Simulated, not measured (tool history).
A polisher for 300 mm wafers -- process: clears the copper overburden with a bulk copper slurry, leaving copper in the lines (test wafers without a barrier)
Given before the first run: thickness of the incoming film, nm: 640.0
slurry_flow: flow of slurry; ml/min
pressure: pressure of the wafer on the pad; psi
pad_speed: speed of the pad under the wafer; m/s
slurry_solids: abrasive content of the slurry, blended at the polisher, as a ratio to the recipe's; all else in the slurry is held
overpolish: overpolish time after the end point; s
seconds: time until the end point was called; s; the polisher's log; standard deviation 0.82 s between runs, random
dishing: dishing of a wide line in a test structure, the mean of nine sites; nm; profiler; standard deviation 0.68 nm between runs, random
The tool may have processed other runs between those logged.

Run 1, hour 0.0: slurry_flow 230 ml/min, pressure 2.2 psi, pad_speed 1.20 m/s, slurry_solids 1.00, overpolish 16 s. Result: seconds 70.307 s, dishing 74.751 nm.
Run 2, hour 4.2: slurry_flow 230 ml/min, pressure 2.2 psi, pad_speed 0.98 m/s, slurry_solids 1.00, overpolish 16 s. Result: seconds 83.943 s, dishing 69.984 nm.
Run 3, hour 9.3: slurry_flow 220 ml/min, pressure 2.1 psi, pad_speed 1.08 m/s, slurry_solids 0.95, overpolish 14 s. Result: seconds 82.185 s, dishing 60.941 nm.
Run 4, hour 16.2: slurry_flow 220 ml/min, pressure 2.1 psi, pad_speed 1.10 m/s, slurry_solids 0.95, overpolish 13 s. Result: seconds 79.984 s, dishing 60.498 nm.
Run 5, hour 17.6: slurry_flow 220 ml/min, pressure 2.6 psi, pad_speed 1.10 m/s, slurry_solids 0.95, overpolish 13 s. Result: seconds 64.314 s, dishing 71.250 nm.
Run 6, hour 24.6: slurry_flow 220 ml/min, pressure 2.6 psi, pad_speed 1.10 m/s, slurry_solids 0.95, overpolish 18 s. Result: seconds 65.252 s, dishing 84.125 nm.
At hour 31.9: head pressure recalibrated.
Run 7, hour 31.9: slurry_flow 210 ml/min, pressure 2.6 psi, pad_speed 1.12 m/s, slurry_solids 0.90, overpolish 16 s. Result: seconds 72.389 s, dishing 77.286 nm.
Run 8, hour 33.9: slurry_flow 205 ml/min, pressure 2.4 psi, pad_speed 1.18 m/s, slurry_solids 0.90, overpolish 14 s. Result: seconds 75.078 s, dishing 68.639 nm.
Run 9, hour 36.5: slurry_flow 205 ml/min, pressure 2.4 psi, pad_speed 1.18 m/s, slurry_solids 0.90, overpolish 14 s. Result: seconds 74.788 s, dishing 66.873 nm.
Run 10, hour 40.5: slurry_flow 215 ml/min, pressure 1.8 psi, pad_speed 1.52 m/s, slurry_solids 0.95, overpolish 6 s. Result: seconds 77.314 s, dishing 34.159 nm.
Run 11, hour 43.3: slurry_flow 220 ml/min, pressure 1.8 psi, pad_speed 1.50 m/s, slurry_solids 0.95, overpolish 6 s. Result: seconds 78.352 s, dishing 34.378 nm.
Run 12, hour 51.6: slurry_flow 225 ml/min, pressure 1.8 psi, pad_speed 1.48 m/s, slurry_solids 0.95, overpolish 6 s. Result: seconds 76.398 s, dishing 33.842 nm.
Run 13, hour 55.6: slurry_flow 225 ml/min, pressure 1.8 psi, pad_speed 1.46 m/s, slurry_solids 0.95, overpolish 6 s. Result: seconds 79.504 s, dishing 34.057 nm.
Run 14, hour 63.2: slurry_flow 230 ml/min, pressure 1.8 psi, pad_speed 1.44 m/s, slurry_solids 0.95, overpolish 6 s. Result: seconds 80.754 s, dishing 33.961 nm.
Run 15, hour 69.6: slurry_flow 235 ml/min, pressure 2.1 psi, pad_speed 1.44 m/s, slurry_solids 0.95, overpolish 10 s. Result: seconds 68.812 s, dishing 57.581 nm.
Run 16, hour 72.4: slurry_flow 225 ml/min, pressure 2.1 psi, pad_speed 1.44 m/s, slurry_solids 0.95, overpolish 10 s. Result: seconds 68.680 s, dishing 53.847 nm.

The next listed run, before its measurement:
Run 17, hour 76.6: slurry_flow 220 ml/min, pressure 2.1 psi, pad_speed 1.44 m/s, slurry_solids 0.95, overpolish 10 s. Result: seconds ?, dishing ?.

Logged for run 17: seconds 69.563 s, dishing 55.611 nm.
